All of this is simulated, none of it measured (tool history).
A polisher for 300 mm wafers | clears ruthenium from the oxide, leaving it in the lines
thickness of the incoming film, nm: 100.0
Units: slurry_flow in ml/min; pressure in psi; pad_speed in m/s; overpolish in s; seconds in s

run	hour	slurry_flow	pressure	pad_speed	overpolish	seconds
1	0	140	2.4	1.16	7	64.679
2	3.8	165	2.4	1.16	7	65.43
3	7.2	165	2.4	1.16	7	65.681
4	15.7	165	2.2	1.14	7	67.598
5	19.2	165	2	1.14	7	76.71
6	25.4	195	2	1.14	7	74.255

The next listed run, before its measurement:
7	27.7	195	1.9	1.12	7	?

seconds: 78.79 s

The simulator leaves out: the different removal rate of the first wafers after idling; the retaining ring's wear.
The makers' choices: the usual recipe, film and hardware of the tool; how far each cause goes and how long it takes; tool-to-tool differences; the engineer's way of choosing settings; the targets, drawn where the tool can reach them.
